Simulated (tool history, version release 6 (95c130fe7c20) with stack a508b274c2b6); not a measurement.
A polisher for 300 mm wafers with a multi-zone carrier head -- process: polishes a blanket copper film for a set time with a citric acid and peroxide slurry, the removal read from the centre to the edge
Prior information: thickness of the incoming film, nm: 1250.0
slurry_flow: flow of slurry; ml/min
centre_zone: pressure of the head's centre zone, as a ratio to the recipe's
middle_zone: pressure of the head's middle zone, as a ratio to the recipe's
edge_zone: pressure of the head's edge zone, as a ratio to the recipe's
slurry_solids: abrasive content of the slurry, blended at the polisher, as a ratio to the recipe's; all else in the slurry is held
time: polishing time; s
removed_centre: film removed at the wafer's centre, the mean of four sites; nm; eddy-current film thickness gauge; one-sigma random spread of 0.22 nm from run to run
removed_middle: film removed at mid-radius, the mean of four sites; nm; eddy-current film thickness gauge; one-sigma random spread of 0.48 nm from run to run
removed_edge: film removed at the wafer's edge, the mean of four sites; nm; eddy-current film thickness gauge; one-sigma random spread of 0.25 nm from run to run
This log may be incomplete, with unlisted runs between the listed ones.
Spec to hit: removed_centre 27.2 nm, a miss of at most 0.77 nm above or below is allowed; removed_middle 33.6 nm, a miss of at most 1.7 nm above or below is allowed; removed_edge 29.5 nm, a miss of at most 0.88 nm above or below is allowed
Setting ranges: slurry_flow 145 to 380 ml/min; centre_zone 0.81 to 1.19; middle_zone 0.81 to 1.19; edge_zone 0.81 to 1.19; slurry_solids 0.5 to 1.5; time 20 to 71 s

run 1 hour=0 | slurry_flow=245 centre_zone=1 middle_zone=1 edge_zone=1 slurry_solids=1 time=45 | removed_centre=55.616 removed_middle=54.474 removed_edge=55.097
run 2 hour=7.9 | slurry_flow=240 centre_zone=0.97 middle_zone=1.01 edge_zone=0.97 slurry_solids=0.9 time=42 | removed_centre=49.321 removed_middle=50.62 removed_edge=50.353
run 3 hour=12.4 | slurry_flow=200 centre_zone=0.97 middle_zone=1.01 edge_zone=0.97 slurry_solids=0.9 time=42 | removed_centre=48.218 removed_middle=49.851 removed_edge=48.698
run 4 hour=13.8 | slurry_flow=200 centre_zone=0.97 middle_zone=1.01 edge_zone=0.93 slurry_solids=0.9 time=42 | removed_centre=48.262 removed_middle=49.23 removed_edge=48.379
run 5 hour=14.3 | slurry_flow=200 centre_zone=0.97 middle_zone=1.01 edge_zone=0.93 slurry_solids=0.9 time=52 | removed_centre=60.192 removed_middle=60.154 removed_edge=59.344
run 6 hour=22.9 | slurry_flow=200 centre_zone=0.97 middle_zone=1.01 edge_zone=0.93 slurry_solids=1.05 time=52 | removed_centre=62.045 removed_middle=61.855 removed_edge=62.334
run 7 hour=24.4 | slurry_flow=195 centre_zone=0.95 middle_zone=1.02 edge_zone=0.92 slurry_solids=0.95 time=47 | removed_centre=52.895 removed_middle=56.236 removed_edge=54.732
run 8 hour=25.6 | slurry_flow=190 centre_zone=0.94 middle_zone=1.02 edge_zone=0.91 slurry_solids=0.85 time=43 | removed_centre=47.243 removed_middle=50.79 removed_edge=48.054
run 9 hour=31.4 | slurry_flow=190 centre_zone=0.94 middle_zone=1.02 edge_zone=0.91 slurry_solids=0.85 time=43 | removed_centre=47.764 removed_middle=50.761 removed_edge=48.176
run 10 hour=32.3 | slurry_flow=185 centre_zone=0.92 middle_zone=1.02 edge_zone=0.91 slurry_solids=0.8 time=40 | removed_centre=42.823 removed_middle=45.481 removed_edge=44.316
run 11 hour=37.9 | slurry_flow=180 centre_zone=0.9 middle_zone=1.04 edge_zone=0.9 slurry_solids=0.75 time=38 | removed_centre=38.827 removed_middle=43.604 removed_edge=40.641
run 12 hour=46 | slurry_flow=175 centre_zone=0.89 middle_zone=1.05 edge_zone=0.89 slurry_solids=0.7 time=36 | removed_centre=35.833 removed_middle=42.33 removed_edge=38.32
run 13 hour=47.3 | slurry_flow=175 centre_zone=0.88 middle_zone=1.05 edge_zone=0.88 slurry_solids=0.65 time=35 | removed_centre=34.258 removed_middle=39.632 removed_edge=36.585
run 14 hour=53.2 | slurry_flow=175 centre_zone=0.87 middle_zone=1.06 edge_zone=0.87 slurry_solids=0.6 time=34 | removed_centre=32.372 removed_middle=38.301 removed_edge=34.722
run 15 hour=60.1 | slurry_flow=175 centre_zone=0.86 middle_zone=1.06 edge_zone=0.86 slurry_solids=0.6 time=33 | removed_centre=30.941 removed_middle=35.793 removed_edge=34.259
run 16 hour=65.9 | slurry_flow=175 centre_zone=0.88 middle_zone=1.16 edge_zone=0.83 slurry_solids=0.5 time=27 | removed_centre=25.398 removed_middle=31.061 removed_edge=26.4
run 17 hour=73.8 | slurry_flow=180 centre_zone=0.88 middle_zone=1.16 edge_zone=0.85 slurry_solids=0.5 time=27 | removed_centre=25.04 removed_middle=31.852 removed_edge=26.677
run 18 hour=76.8 | slurry_flow=185 centre_zone=0.89 middle_zone=1.15 edge_zone=0.87 slurry_solids=0.5 time=27 | removed_centre=25.498 removed_middle=31.907 removed_edge=26.902
run 19 hour=85.5 | slurry_flow=185 centre_zone=0.89 middle_zone=1.14 edge_zone=0.88 slurry_solids=0.5 time=27 | removed_centre=25.844 removed_middle=31.651 removed_edge=26.728
run 20 hour=87.9 | slurry_flow=185 centre_zone=0.89 middle_zone=1.13 edge_zone=0.88 slurry_solids=0.55 time=27 | removed_centre=25.766 removed_middle=32.18 removed_edge=27.661
run 21 hour=90.7 | slurry_flow=185 centre_zone=0.89 middle_zone=1.13 edge_zone=0.89 slurry_solids=0.55 time=27 | removed_centre=25.962 removed_middle=31.622 removed_edge=27.239
run 22 hour=98.8 | slurry_flow=185 centre_zone=0.89 middle_zone=1.13 edge_zone=0.89 slurry_solids=0.6 time=27 | removed_centre=26.492 removed_middle=32.382 removed_edge=28.027
run 23 hour=105.7 | slurry_flow=185 centre_zone=0.88 middle_zone=1.13 edge_zone=0.9 slurry_solids=0.65 time=27 | removed_centre=26.408 removed_middle=33.044 removed_edge=28.749

4 candidate next runs follow, results not yet known. Just one meets every target within its allowed miss. Identify it.
run A hour=112.6 | slurry_flow=145 centre_zone=0.81 middle_zone=1.1 edge_zone=0.88 slurry_solids=0.55 time=30 | removed_centre=? removed_middle=? removed_edge=?
run B hour=112.6 | slurry_flow=195 centre_zone=0.88 middle_zone=1.12 edge_zone=0.91 slurry_solids=0.75 time=27 | removed_centre=? removed_middle=? removed_edge=?
run C hour=112.6 | slurry_flow=210 centre_zone=0.9 middle_zone=1.05 edge_zone=0.87 slurry_solids=1 time=24 | removed_centre=? removed_middle=? removed_edge=?
run D hour=112.6 | slurry_flow=270 centre_zone=0.82 middle_zone=1.03 edge_zone=0.94 slurry_solids=0.85 time=26 | removed_centre=? removed_middle=? removed_edge=?

move=A removed_centre=25.413 removed_middle=34.128 removed_edge=30.337
move=B removed_centre=27.122 removed_middle=34.028 removed_edge=30.002
move=C removed_centre=26.243 removed_middle=30.483 removed_edge=27.799
move=D removed_centre=25.837 removed_middle=32.201 removed_edge=30.755
A: misses by more than the last run did
B: every result within its allowed miss
C: misses by more than the last run did
D: misses by more than the last run did
B is the move that brings every result within its allowed miss.
